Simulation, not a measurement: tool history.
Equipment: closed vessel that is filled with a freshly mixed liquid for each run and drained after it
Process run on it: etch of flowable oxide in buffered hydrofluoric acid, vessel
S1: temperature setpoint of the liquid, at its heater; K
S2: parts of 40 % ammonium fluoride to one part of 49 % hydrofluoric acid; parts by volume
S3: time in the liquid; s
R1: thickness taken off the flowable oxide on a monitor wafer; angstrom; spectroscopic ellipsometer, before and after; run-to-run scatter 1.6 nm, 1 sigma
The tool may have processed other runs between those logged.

Run 1, hour 0.0: S1 293.15 K, S2 15.0 parts by volume, S3 90 s. Result: R1 1191.00 angstrom.
Run 2, hour 2.0: S1 293.15 K, S2 17.0 parts by volume, S3 90 s. Result: R1 1040.20 angstrom.
Run 3, hour 8.8: S1 293.15 K, S2 19.5 parts by volume, S3 90 s. Result: R1 907.31 angstrom.
Run 4, hour 14.4: S1 293.15 K, S2 22.0 parts by volume, S3 90 s. Result: R1 826.66 angstrom.
Run 5, hour 17.3: S1 295.15 K, S2 18.0 parts by volume, S3 90 s. Result: R1 1103.40 angstrom.
Run 6, hour 20.8: S1 296.65 K, S2 15.0 parts by volume, S3 90 s. Result: R1 1420.30 angstrom.

Run 7, settings as shown, results not yet in. Your forecast:
Run 7, hour 28.6: S1 297.65 K, S2 13.0 parts by volume, S3 90 s. Result: R1 ?.

Run 7 yielded R1 1750.40 angstrom.
